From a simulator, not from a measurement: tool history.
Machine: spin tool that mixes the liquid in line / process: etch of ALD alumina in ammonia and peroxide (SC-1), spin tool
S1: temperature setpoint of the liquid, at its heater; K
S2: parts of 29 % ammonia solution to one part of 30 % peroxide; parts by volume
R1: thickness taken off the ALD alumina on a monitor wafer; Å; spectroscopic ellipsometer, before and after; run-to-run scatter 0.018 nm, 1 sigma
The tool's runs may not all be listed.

run 1 hour=0.0 | S1=331.15 S2=0.50 time_under_the_liquid_(s)=25 | R1=31.330
run 2 hour=5.0 | S1=331.15 S2=0.50 time_under_the_liquid_(s)=25 | R1=32.424
run 3 hour=8.5 | S1=328.65 S2=0.50 time_under_the_liquid_(s)=25 | R1=28.097
run 4 hour=12.8 | S1=326.15 S2=0.50 time_under_the_liquid_(s)=25 | R1=24.379
run 5 hour=19.4 | S1=319.65 S2=0.50 time_under_the_liquid_(s)=25 | R1=17.002
run 6 hour=22.5 | S1=319.65 S2=0.65 time_under_the_liquid_(s)=25 | R1=17.349

Forecast run 7:
run 7 hour=30.8 | S1=320.15 S2=0.65 time_under_the_liquid_(s)=25 | R1=?

{"run 7": {"R1": 17.971}}
